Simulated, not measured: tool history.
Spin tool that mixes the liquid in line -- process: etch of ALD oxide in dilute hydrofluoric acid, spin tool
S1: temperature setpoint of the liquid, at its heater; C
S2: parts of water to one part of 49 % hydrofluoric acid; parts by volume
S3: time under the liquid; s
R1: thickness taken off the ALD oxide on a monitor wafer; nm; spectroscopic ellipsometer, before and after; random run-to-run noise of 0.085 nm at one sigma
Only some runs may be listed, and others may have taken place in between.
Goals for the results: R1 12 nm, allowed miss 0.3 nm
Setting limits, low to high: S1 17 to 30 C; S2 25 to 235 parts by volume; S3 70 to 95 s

{"run": 1, "hour": 0.0, "S1": 22, "S2": 130, "S3": 95, "R1": 6.1631}
{"run": 2, "hour": 8.5, "S1": 22, "S2": 130, "S3": 70, "R1": 4.5934}
{"run": 3, "hour": 16.6, "S1": 22, "S2": 160, "S3": 70, "R1": 3.5197}
{"run": 4, "hour": 21.6, "S1": 22, "S2": 160, "S3": 95, "R1": 4.8757}
{"run": 5, "hour": 24.2, "S1": 22, "S2": 160, "S3": 70, "R1": 3.5854}
{"run": 6, "hour": 27.0, "S1": 24.5, "S2": 125, "S3": 70, "R1": 5.2172}
{"run": 7, "hour": 35.2, "S1": 26, "S2": 95, "S3": 70, "R1": 7.6779}
{"run": 8, "hour": 43.6, "S1": 26, "S2": 95, "S3": 70, "R1": 7.4644}
{"run": 9, "hour": 46.7, "S1": 27, "S2": 80, "S3": 70, "R1": 9.4845}
{"run": 10, "hour": 55.0, "S1": 28, "S2": 75, "S3": 70, "R1": 10.718}
{"run": 11, "hour": 57.7, "S1": 28.5, "S2": 75, "S3": 70, "R1": 11}
{"run": 12, "hour": 66.2, "S1": 29, "S2": 75, "S3": 70, "R1": 11.099}
{"run": 13, "hour": 72.4, "S1": 30, "S2": 70, "S3": 70, "R1": 12.532}

5 candidate next runs follow, results not yet known. Just one meets every target within its allowed miss. Identify it.
{"run": "A", "hour": 78.6, "S1": 27.5, "S2": 60, "S3": 70, "R1": "?"}
{"run": "B", "hour": 78.6, "S1": 30, "S2": 80, "S3": 85, "R1": "?"}
{"run": "C", "hour": 78.6, "S1": 28.5, "S2": 75, "S3": 85, "R1": "?"}
{"run": "D", "hour": 78.6, "S1": 24, "S2": 70, "S3": 85, "R1": "?"}
{"run": "E", "hour": 78.6, "S1": 30, "S2": 85, "S3": 90, "R1": "?"}

move=A R1=13.355
move=B R1=13.024
move=C R1=13.207
move=D R1=11.917
move=E R1=12.885
A: lands further from the targets than the last run did
B: lands further from the targets than the last run did
C: lands further from the targets than the last run did
D: meets every target
E: lands further from the targets than the last run did
So the answer is move D, the one that meets all the targets.
